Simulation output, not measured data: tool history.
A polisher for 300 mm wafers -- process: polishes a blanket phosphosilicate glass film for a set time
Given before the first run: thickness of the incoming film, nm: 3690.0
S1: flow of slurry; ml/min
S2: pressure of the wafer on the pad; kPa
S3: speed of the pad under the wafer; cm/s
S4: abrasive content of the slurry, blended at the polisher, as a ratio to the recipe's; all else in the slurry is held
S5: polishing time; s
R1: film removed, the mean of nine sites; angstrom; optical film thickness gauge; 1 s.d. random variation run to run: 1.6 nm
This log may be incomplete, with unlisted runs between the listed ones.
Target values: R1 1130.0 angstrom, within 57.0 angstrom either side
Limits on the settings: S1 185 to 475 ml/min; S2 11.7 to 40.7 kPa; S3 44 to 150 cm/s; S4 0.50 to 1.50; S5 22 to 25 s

{"run": 1, "hour": 0.0, "S1": 305, "S2": 26.2, "S3": 96, "S4": 1.0, "S5": 25, "R1": 2849.2}
{"run": 2, "hour": 3.8, "S1": 305, "S2": 22.1, "S3": 82, "S4": 0.95, "S5": 25, "R1": 2020.5}
{"run": 3, "hour": 8.0, "S1": 305, "S2": 22.1, "S3": 82, "S4": 0.8, "S5": 25, "R1": 1872.2}
{"run": 4, "hour": 14.7, "S1": 335, "S2": 22.1, "S3": 82, "S4": 0.8, "S5": 25, "R1": 1878.3}
{"run": 5, "hour": 18.5, "S1": 335, "S2": 18.6, "S3": 78, "S4": 0.8, "S5": 25, "R1": 1500.1}
{"run": 6, "hour": 24.4, "S1": 335, "S2": 17.2, "S3": 78, "S4": 0.8, "S5": 25, "R1": 1425.2}
{"run": 7, "hour": 27.0, "S1": 335, "S2": 15.9, "S3": 78, "S4": 0.8, "S5": 25, "R1": 1333.2}
{"run": 8, "hour": 35.3, "S1": 335, "S2": 14.5, "S3": 78, "S4": 0.8, "S5": 25, "R1": 1234.5}

Exactly one of the 4 candidate moves below puts every result within its allowed miss. Which one?
{"run": "A", "hour": 43.6, "S1": 300, "S2": 18.6, "S3": 78, "S4": 0.75, "S5": 23, "R1": "?"}
{"run": "B", "hour": 43.6, "S1": 390, "S2": 17.9, "S3": 70, "S4": 0.8, "S5": 25, "R1": "?"}
{"run": "C", "hour": 43.6, "S1": 325, "S2": 19.3, "S3": 92, "S4": 0.6, "S5": 24, "R1": "?"}
{"run": "D", "hour": 43.6, "S1": 375, "S2": 24.1, "S3": 68, "S4": 0.5, "S5": 24, "R1": "?"}

move=A R1=1343.8
move=B R1=1390.9
move=C R1=1377.7
move=D R1=1152.4
A: misses by more than the last run did
B: misses by more than the last run did
C: misses by more than the last run did
D: all results in spec
Correct choice: D, which meets every target
